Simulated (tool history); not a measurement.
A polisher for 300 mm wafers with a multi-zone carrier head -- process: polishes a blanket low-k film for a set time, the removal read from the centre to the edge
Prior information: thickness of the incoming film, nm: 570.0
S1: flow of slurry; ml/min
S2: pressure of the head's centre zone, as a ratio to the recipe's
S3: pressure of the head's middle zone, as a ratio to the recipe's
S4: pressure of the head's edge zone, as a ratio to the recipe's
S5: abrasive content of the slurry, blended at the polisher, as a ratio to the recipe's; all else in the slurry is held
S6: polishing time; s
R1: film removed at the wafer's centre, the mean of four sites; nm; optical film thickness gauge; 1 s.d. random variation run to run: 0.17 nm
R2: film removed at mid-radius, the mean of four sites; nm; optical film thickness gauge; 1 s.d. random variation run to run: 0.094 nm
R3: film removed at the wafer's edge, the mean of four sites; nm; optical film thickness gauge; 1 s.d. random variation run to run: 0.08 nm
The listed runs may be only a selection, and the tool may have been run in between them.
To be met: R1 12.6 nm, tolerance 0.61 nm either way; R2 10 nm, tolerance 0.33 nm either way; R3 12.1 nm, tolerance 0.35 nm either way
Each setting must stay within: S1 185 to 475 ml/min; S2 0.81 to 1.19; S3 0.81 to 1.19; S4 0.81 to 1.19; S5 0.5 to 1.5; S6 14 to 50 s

run  hour   S1    S2    S3    S4    S5  S6      R1      R2      R3
  1     0  305     1     1     1     1  32  13.207  13.872  13.934
  2   3.7  305  0.95     1     1     1  32  12.858  13.728  13.838
  3  10.7  380  0.95     1     1     1  32  13.171  14.121  14.063
  4  13.3  365     1  0.94  1.01   0.9  32  12.771  12.592  13.322
  5  22.3  365     1  0.94  1.01  1.05  32  14.053   13.62  14.397
  6  30.9  365  1.06  0.94  1.01  1.05  32  15.052  13.837  14.559
  7  38.3  355  1.08   0.9  1.02  0.95  32  14.148  12.339  13.766
  8  43.8  340  1.09  0.87  1.01   0.9  32  13.781  11.702  13.201
  9  50.4  330   1.1  0.85  1.02  0.85  32  13.591  11.271  12.937
 10  56.6  330   1.1  0.84  1.03   0.8  32  13.204  10.606  12.673
 11  60.3  325   1.1  0.83  1.02   0.8  32  12.981  10.657  12.537
 12  67.9  325   1.1  0.83  1.02   0.8  32  13.007  10.615  12.377
 13  72.1  320   1.1  0.82  1.03   0.8  32  13.171  10.433  12.514
 14    77  310   1.1  0.82  1.03   0.8  32   13.27   10.53  12.338
 15  78.1  315   1.1  0.82  1.04   0.8  32  13.206  10.455  12.515
 16  84.9  315   1.1  0.82  1.04   0.8  32  12.666  10.548  12.472

4 next moves are on the table. One of them brings every result within its allowed miss. Which?
  A  91.7  195  1.08  0.97  0.97    1  30   ?   ?   ?
  B  91.7  380  1.09  0.82  1.06    1  27   ?   ?   ?
  C  91.7  300  1.08  0.92  0.96    1  29   ?   ?   ?
  D  91.7  240  1.09  0.95     1  0.6  39   ?   ?   ?

move      R1      R2      R3
   A  12.713  11.879  12.157
   B  12.637  10.097  12.176
   C  13.135  11.667  12.239
   D  12.717  11.525   12.08
A: lands further from the targets than the last run did
B: hits every target within its allowed miss
C: lands further from the targets than the last run did
D: lands further from the targets than the last run did
Move B is the one to make.
